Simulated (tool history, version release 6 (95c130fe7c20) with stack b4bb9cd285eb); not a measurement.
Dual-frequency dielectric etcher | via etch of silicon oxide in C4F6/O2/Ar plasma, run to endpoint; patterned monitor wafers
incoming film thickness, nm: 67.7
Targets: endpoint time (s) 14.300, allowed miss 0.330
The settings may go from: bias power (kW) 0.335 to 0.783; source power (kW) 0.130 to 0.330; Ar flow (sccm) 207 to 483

{"run": 1, "hour": 0.0, "bias power (kW)": 0.559, "source power (kW)": 0.23, "Ar flow (sccm)": 345, "endpoint time (s)": 18.579}
{"run": 2, "hour": 6.8, "bias power (kW)": 0.559, "source power (kW)": 0.2, "Ar flow (sccm)": 345, "endpoint time (s)": 20.308}
{"run": 3, "hour": 10.7, "bias power (kW)": 0.559, "source power (kW)": 0.17, "Ar flow (sccm)": 345, "endpoint time (s)": 22.034}
{"run": 4, "hour": 13.4, "bias power (kW)": 0.61, "source power (kW)": 0.2, "Ar flow (sccm)": 339, "endpoint time (s)": 19.094}
{"hour": 15.0, "done": "wet clean of the chamber"}
{"run": 5, "hour": 15.0, "bias power (kW)": 0.61, "source power (kW)": 0.2, "Ar flow (sccm)": 374, "endpoint time (s)": 19.053}
{"run": 6, "hour": 22.3, "bias power (kW)": 0.652, "source power (kW)": 0.21, "Ar flow (sccm)": 375, "endpoint time (s)": 17.797}
{"run": 7, "hour": 31.2, "bias power (kW)": 0.684, "source power (kW)": 0.22, "Ar flow (sccm)": 375, "endpoint time (s)": 17.192}
{"run": 8, "hour": 35.8, "bias power (kW)": 0.709, "source power (kW)": 0.23, "Ar flow (sccm)": 376, "endpoint time (s)": 16.481}
{"run": 9, "hour": 43.0, "bias power (kW)": 0.728, "source power (kW)": 0.24, "Ar flow (sccm)": 377, "endpoint time (s)": 16.069}
{"run": 10, "hour": 50.8, "bias power (kW)": 0.742, "source power (kW)": 0.25, "Ar flow (sccm)": 378, "endpoint time (s)": 15.579}
{"run": 11, "hour": 51.8, "bias power (kW)": 0.753, "source power (kW)": 0.26, "Ar flow (sccm)": 378, "endpoint time (s)": 15.044}
{"run": 12, "hour": 54.6, "bias power (kW)": 0.761, "source power (kW)": 0.26, "Ar flow (sccm)": 378, "endpoint time (s)": 14.89}

5 next moves are on the table. One of them brings every result within its allowed miss. Which?
{"run": "A", "hour": 57.4, "bias power (kW)": 0.78, "source power (kW)": 0.25, "Ar flow (sccm)": 441, "endpoint time (s)": "?"}
{"run": "B", "hour": 57.4, "bias power (kW)": 0.743, "source power (kW)": 0.26, "Ar flow (sccm)": 381, "endpoint time (s)": "?"}
{"run": "C", "hour": 57.4, "bias power (kW)": 0.783, "source power (kW)": 0.31, "Ar flow (sccm)": 419, "endpoint time (s)": "?"}
{"run": "D", "hour": 57.4, "bias power (kW)": 0.783, "source power (kW)": 0.31, "Ar flow (sccm)": 372, "endpoint time (s)": "?"}
{"run": "E", "hour": 57.4, "bias power (kW)": 0.751, "source power (kW)": 0.29, "Ar flow (sccm)": 395, "endpoint time (s)": "?"}

move=A endpoint_time_(s)=15.429
move=B endpoint_time_(s)=15.218
move=C endpoint_time_(s)=13.838
move=D endpoint_time_(s)=13.650
move=E endpoint_time_(s)=14.441
A: further off than the last run
B: further off than the last run
C: takes the result that was furthest off past its target
D: takes the result that was furthest off past its target
E: meets every target
Answer: E
